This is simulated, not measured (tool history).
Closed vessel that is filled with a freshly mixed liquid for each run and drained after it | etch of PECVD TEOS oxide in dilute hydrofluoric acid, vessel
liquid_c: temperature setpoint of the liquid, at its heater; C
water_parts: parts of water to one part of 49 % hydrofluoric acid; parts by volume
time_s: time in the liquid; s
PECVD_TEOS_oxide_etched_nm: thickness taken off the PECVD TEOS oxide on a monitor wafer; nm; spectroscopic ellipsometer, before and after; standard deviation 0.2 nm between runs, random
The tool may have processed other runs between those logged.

run,hour,liquid_c,water_parts,time_s,PECVD_TEOS_oxide_etched_nm
1,0,23,75,105,13.782
2,5.6,24.5,70,105,15.773
3,9.9,24.5,55,105,20.656
4,13.5,24.5,35,105,33.256
5,18.4,27.5,35,105,37.761
6,26.9,25.5,35,105,34.589

The next listed run, before its measurement:
7,29.9,24,35,105,?

{"run 7": {"PECVD_TEOS_oxide_etched_nm": 32.652}}

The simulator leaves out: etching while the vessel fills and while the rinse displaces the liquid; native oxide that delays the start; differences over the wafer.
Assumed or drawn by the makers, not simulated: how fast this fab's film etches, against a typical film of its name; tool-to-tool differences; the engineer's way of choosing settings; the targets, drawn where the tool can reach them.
